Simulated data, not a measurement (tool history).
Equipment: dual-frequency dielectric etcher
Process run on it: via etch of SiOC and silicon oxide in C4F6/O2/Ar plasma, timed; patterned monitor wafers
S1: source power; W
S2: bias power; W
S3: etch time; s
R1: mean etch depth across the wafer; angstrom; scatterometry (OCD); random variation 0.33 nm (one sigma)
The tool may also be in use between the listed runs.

| run | hour | S1 | S2 | S3 | R1 |
|---|---|---|---|---|---|
| 1 | 0.0 | 310 | 140 | 94.5 | 838.32 |
| 2 | 8.1 | 310 | 119 | 94.5 | 808.17 |
| 3 | 16.4 | 330 | 122 | 94.5 | 830.10 |
| 4 | 23.6 | 380 | 122 | 94.5 | 884.20 |
| 5 | 27.0 | 350 | 122 | 94.5 | 857.71 |
| 6 | 31.3 | 360 | 124 | 94.5 | 863.19 |
| 7 | 32.3 | 370 | 126 | 94.5 | 881.93 |

Estimate the outcome of run 8 from the log above:
| 8 | 36.3 | 370 | 126 | 94.5 | ? |

{"run 8": {"R1": 880.42}}
